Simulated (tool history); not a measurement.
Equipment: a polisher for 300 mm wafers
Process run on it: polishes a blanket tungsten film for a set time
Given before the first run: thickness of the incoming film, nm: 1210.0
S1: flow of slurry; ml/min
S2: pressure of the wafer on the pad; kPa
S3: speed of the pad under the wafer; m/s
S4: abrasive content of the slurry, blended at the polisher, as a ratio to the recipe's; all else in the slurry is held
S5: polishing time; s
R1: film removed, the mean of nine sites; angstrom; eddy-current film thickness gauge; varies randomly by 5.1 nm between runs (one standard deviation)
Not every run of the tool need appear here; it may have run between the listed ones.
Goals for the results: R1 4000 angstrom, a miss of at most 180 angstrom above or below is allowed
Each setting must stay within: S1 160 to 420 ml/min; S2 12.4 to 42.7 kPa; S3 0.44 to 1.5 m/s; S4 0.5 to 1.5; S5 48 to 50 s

run  hour   S1    S2    S3  S4  S5      R1
  1     0  270  27.6  0.96   1  48  2513.2
  2   2.3  320  27.6  0.96   1  48  2551.4
  3     7  320  27.6  0.96   1  48  2645.8
  4  13.2  325    29  0.96   1  48  2638.9
  5  18.8  325    31  0.98   1  48  2810.4
  6  26.8  325    31  0.98   1  50  2937.8
  7  35.3  325  32.4     1   1  50  3017.9
  8  43.9  325    40  1.04   1  50  3705.4

Which of these 4 next moves meets every target?
  A  52.5  335  40.7   1.2  0.95  48   ?
  B  52.5  345  37.9  1.02     1  48   ?
  C  52.5  330  32.4  1.12   1.1  49   ?
  D  52.5  295  39.3     1  0.95  50   ?

move      R1
   A    4027
   B  3328.3
   C  3431.8
   D  3399.5
A: in spec on every target
B: further off than the last run
C: further off than the last run
D: further off than the last run
Move A is the one to make.

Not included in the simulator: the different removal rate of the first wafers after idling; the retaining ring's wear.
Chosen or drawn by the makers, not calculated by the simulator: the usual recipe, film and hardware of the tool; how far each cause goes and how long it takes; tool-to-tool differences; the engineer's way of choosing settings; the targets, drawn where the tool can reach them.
